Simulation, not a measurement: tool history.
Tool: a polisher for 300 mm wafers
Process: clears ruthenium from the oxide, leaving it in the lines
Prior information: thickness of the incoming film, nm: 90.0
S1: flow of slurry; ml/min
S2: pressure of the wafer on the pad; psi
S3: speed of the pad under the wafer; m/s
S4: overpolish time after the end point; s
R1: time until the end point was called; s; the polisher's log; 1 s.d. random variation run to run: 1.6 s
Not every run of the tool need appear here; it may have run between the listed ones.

run 1 hour=0 | S1=315 S2=1.5 S3=0.92 S4=47 | R1=136.45
run 2 hour=1.8 | S1=315 S2=1.6 S3=0.94 S4=47 | R1=125.81
run 3 hour=5.9 | S1=315 S2=1.6 S3=0.94 S4=47 | R1=123.92
run 4 hour=10 | S1=315 S2=1.7 S3=0.94 S4=47 | R1=113.82
run 5 hour=11.4 | S1=315 S2=1.8 S3=0.94 S4=47 | R1=113.19
run 6 hour=19.3 | S1=315 S2=1.8 S3=0.94 S4=47 | R1=110.93
run 7 hour=27.8 | S1=315 S2=1.9 S3=0.94 S4=47 | R1=105.69
run 8 hour=33 | S1=315 S2=2 S3=0.94 S4=47 | R1=99.33

Run 9 has not been measured yet. What should we expect?
run 9 hour=35 | S1=315 S2=2.1 S3=0.96 S4=47 | R1=?

R1: 95.346 s
